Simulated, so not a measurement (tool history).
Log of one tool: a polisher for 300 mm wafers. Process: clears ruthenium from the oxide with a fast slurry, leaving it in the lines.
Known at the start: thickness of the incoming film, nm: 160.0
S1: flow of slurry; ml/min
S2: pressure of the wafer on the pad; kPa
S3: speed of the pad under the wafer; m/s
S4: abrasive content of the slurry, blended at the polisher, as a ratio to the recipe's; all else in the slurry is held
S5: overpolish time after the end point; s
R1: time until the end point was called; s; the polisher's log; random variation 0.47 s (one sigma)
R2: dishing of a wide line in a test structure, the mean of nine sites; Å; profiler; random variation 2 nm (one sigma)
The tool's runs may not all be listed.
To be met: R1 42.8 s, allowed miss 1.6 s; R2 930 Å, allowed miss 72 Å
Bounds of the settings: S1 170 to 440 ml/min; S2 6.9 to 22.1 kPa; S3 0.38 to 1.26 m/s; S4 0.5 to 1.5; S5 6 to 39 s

run 1 hour=0 | S1=280 S2=14.5 S3=0.82 S4=1 S5=20 | R1=57.599 R2=472.12
run 2 hour=4.7 | S1=280 S2=14.5 S3=0.82 S4=1 S5=14 | R1=58.045 R2=345.19
run 3 hour=5.4 | S1=280 S2=15.9 S3=0.82 S4=1 S5=18 | R1=53.087 R2=490.86
run 4 hour=11.4 | S1=235 S2=15.9 S3=0.82 S4=1 S5=18 | R1=54.739 R2=451.67
run 5 hour=14.9 | S1=235 S2=13.1 S3=0.82 S4=1 S5=18 | R1=64.276 R2=384.39
run 6 hour=23.1 | S1=235 S2=13.1 S3=0.94 S4=1 S5=18 | R1=58.289 R2=419.35
run 7 hour=31 | S1=235 S2=13.1 S3=0.94 S4=1 S5=18 | R1=58.444 R2=418.52
run 8 hour=38 | S1=235 S2=17.2 S3=0.96 S4=1 S5=28 | R1=44.842 R2=815.68

4 next moves are on the table. One of them brings every result within its allowed miss. Which?
run A hour=45 | S1=240 S2=15.2 S3=1 S4=1.1 S5=34 | R1=? R2=?
run B hour=45 | S1=245 S2=17.2 S3=1.08 S4=0.85 S5=25 | R1=? R2=?
run C hour=45 | S1=220 S2=18.6 S3=1.02 S4=1.05 S5=24 | R1=? R2=?
run D hour=45 | S1=210 S2=20.7 S3=0.86 S4=0.95 S5=31 | R1=? R2=?

move=A R1=45.529 R2=902.93
move=B R1=43.088 R2=735.3
move=C R1=38.127 R2=786.65
move=D R1=41.544 R2=902.38
A: brings the result that was furthest off to its target, and leaves another outside
B: further off than the last run
C: further off than the last run
D: meets every target
Move D is the one to make.

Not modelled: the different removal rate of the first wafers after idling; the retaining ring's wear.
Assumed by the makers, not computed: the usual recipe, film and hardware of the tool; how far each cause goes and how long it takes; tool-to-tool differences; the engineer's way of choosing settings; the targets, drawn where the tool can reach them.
